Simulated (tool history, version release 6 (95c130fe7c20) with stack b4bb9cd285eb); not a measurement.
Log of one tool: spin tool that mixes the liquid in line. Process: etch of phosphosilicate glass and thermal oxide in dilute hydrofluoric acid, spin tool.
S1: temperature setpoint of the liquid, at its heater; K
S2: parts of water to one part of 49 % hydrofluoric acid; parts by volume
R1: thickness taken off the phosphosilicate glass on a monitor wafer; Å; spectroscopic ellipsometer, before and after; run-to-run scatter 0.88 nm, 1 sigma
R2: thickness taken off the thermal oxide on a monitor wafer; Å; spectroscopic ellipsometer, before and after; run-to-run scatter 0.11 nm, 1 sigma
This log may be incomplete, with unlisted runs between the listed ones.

run 1 hour=0.0 | S1=298.15 S2=240 time_under_the_liquid_(s)=75 | R1=550.74 R2=13.789
run 2 hour=1.5 | S1=298.15 S2=240 time_under_the_liquid_(s)=100 | R1=734.54 R2=18.109
run 3 hour=5.9 | S1=299.65 S2=220 time_under_the_liquid_(s)=100 | R1=854.50 R2=21.033
run 4 hour=9.1 | S1=301.15 S2=200 time_under_the_liquid_(s)=100 | R1=1031.90 R2=23.685
run 5 hour=16.6 | S1=301.65 S2=185 time_under_the_liquid_(s)=100 | R1=1144.30 R2=27.998
run 6 hour=23.0 | S1=302.65 S2=180 time_under_the_liquid_(s)=100 | R1=1232.30 R2=29.110
run 7 hour=24.8 | S1=303.15 S2=175 time_under_the_liquid_(s)=100 | R1=1292.60 R2=30.445
run 8 hour=25.8 | S1=303.65 S2=170 time_under_the_liquid_(s)=100 | R1=1377.90 R2=33.221

Run 9 has not been measured yet. What should we expect?
run 9 hour=28.3 | S1=304.15 S2=170 time_under_the_liquid_(s)=100 | R1=? R2=?

{"run 9": {"R1": 1384.2, "R2": 35.509}}
